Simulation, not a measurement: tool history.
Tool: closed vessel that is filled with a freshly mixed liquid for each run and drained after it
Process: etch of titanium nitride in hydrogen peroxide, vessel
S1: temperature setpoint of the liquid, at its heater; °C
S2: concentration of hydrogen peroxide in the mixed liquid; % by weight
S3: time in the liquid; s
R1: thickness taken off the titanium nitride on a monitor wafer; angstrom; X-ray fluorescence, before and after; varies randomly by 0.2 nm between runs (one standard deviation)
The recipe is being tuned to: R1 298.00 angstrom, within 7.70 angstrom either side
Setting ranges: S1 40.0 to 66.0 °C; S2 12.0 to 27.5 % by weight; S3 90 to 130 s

run	hour	S1	S2	S3	R1
1	0.0	56.0	18.5	130	151.50
2	8.5	56.0	18.5	90	105.87
3	11.3	58.5	20.5	100	143.34
4	14.8	60.5	22.0	105	173.56
# hour 18.3: peroxide flow meter replaced
5	18.3	60.5	22.0	130	213.43
6	20.1	60.5	22.0	130	213.01
7	27.6	61.5	22.0	130	225.44
8	34.9	62.5	22.0	130	243.84
9	40.4	63.0	22.0	130	255.90
10	43.9	63.5	22.0	130	260.91
11	51.8	64.0	22.0	130	271.75
12	55.5	64.5	22.0	130	277.19
13	56.9	65.0	22.0	130	285.91

4 candidate next runs follow, results not yet known. Just one meets every target within its allowed miss. Identify it.
A	58.3	66.0	24.5	130	?
B	58.3	66.0	22.5	130	?
C	58.3	66.0	26.0	130	?
D	58.3	66.0	22.5	125	?

move	R1
A	316.63
B	310.83
C	320.77
D	298.88
A: takes the result that was furthest off past its target
B: takes the result that was furthest off past its target
C: takes the result that was furthest off past its target
D: hits every target within its allowed miss
Go with D: it meets all targets.
